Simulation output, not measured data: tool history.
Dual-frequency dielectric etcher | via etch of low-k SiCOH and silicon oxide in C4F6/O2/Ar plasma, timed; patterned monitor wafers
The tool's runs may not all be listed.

run,hour,source power (W),bias power (W),etch time (s),mean etch depth across the wafer (angstrom)
1,0,360,201,33,830.69
2,4.7,360,201,30,745.02
3,6.8,400,216,30,798.59
4,15.7,400,216,30,800.47
5,16.5,400,180,30,765.56
6,20.8,400,180,30,768.17

Run 7, settings as shown, results not yet in. Your forecast:
7,21.6,470,220,31,?

mean etch depth across the wafer (angstrom): 899.58
